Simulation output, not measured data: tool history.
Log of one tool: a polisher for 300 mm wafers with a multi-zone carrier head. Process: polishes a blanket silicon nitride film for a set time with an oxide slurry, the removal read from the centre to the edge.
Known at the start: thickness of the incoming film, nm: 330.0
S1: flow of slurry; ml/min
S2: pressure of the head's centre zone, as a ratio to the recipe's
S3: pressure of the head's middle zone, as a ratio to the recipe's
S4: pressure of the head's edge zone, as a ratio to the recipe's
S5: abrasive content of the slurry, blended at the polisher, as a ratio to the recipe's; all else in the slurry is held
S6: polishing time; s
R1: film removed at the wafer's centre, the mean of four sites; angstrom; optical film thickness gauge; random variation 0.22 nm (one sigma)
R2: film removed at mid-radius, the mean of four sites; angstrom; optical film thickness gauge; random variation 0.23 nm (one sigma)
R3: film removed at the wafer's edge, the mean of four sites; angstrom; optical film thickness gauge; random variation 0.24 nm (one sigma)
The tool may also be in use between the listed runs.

run 1 hour=0 | S1=280 S2=1 S3=1 S4=1 S5=1 S6=57 | R1=236.91 R2=234.4 R3=222.01
run 2 hour=4.6 | S1=280 S2=1 S3=1 S4=1 S5=1 S6=62 | R1=256.77 R2=256.22 R3=248.17
run 3 hour=10.2 | S1=280 S2=1 S3=1 S4=1 S5=1.1 S6=62 | R1=270.34 R2=267.45 R3=260.58
run 4 hour=14.9 | S1=280 S2=1 S3=1.03 S4=1 S5=1.1 S6=62 | R1=264.3 R2=271.66 R3=254.13
run 5 hour=17.2 | S1=280 S2=1 S3=1.03 S4=1.04 S5=1.1 S6=62 | R1=265.66 R2=272.23 R3=267.68
run 6 hour=21.5 | S1=280 S2=1 S3=0.95 S4=1.04 S5=1.1 S6=62 | R1=267.89 R2=253.49 R3=266.51
run 7 hour=25.1 | S1=275 S2=0.97 S3=0.92 S4=1.02 S5=1 S6=62 | R1=247.54 R2=237.91 R3=247.39

The next listed run, before its measurement:
run 8 hour=31.1 | S1=270 S2=0.95 S3=0.89 S4=1.01 S5=0.95 S6=62 | R1=? R2=? R3=?

Run 8 gave R1 234.88 angstrom, R2 223.89 angstrom, R3 236.88 angstrom.

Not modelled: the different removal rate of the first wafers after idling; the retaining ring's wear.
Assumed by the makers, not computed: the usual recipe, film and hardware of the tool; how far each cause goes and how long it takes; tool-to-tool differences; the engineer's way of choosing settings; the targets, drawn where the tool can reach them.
